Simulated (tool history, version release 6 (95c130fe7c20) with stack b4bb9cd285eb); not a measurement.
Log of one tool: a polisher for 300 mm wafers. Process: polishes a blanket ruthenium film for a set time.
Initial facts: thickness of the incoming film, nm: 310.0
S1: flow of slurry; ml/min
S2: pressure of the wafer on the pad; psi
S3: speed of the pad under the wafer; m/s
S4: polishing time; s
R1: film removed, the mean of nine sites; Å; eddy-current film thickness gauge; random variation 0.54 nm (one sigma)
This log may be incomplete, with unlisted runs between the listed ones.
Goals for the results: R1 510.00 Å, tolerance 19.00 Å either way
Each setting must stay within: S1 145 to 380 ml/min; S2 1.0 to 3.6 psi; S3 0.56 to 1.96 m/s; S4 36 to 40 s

run,day,S1,S2,S3,S4,R1
1,0.000,245,2.3,1.26,40,658.85
2,0.333,245,2.3,1.26,36,595.70
3,0.554,245,2.1,1.26,36,547.98
4,0.796,245,2.3,1.26,36,593.05
5,1.008,245,2.3,1.58,36,731.98
6,1.371,245,2.2,1.58,36,716.78
7,1.562,245,2.1,1.58,36,691.14
8,1.604,245,2.0,1.58,36,664.87
9,1.900,245,1.9,1.58,36,643.56
10,2.258,245,1.8,1.58,36,609.00

Next run, 4 choices. One meets every target within its allowed miss, the rest don't. Which?
A,2.617,255,1.6,1.52,37,?
B,2.617,220,1.3,1.70,36,?
C,2.617,275,1.5,1.64,36,?
D,2.617,255,1.6,1.28,36,?

move,R1
A,542.78
B,494.99
C,545.62
D,446.81
A: an improvement on the last run, though not all results are within tolerance
B: every result within its allowed miss
C: an improvement on the last run, though not all results are within tolerance
D: takes the biggest miss from the last run beyond its target
So the answer is move B, the one that meets all the targets.

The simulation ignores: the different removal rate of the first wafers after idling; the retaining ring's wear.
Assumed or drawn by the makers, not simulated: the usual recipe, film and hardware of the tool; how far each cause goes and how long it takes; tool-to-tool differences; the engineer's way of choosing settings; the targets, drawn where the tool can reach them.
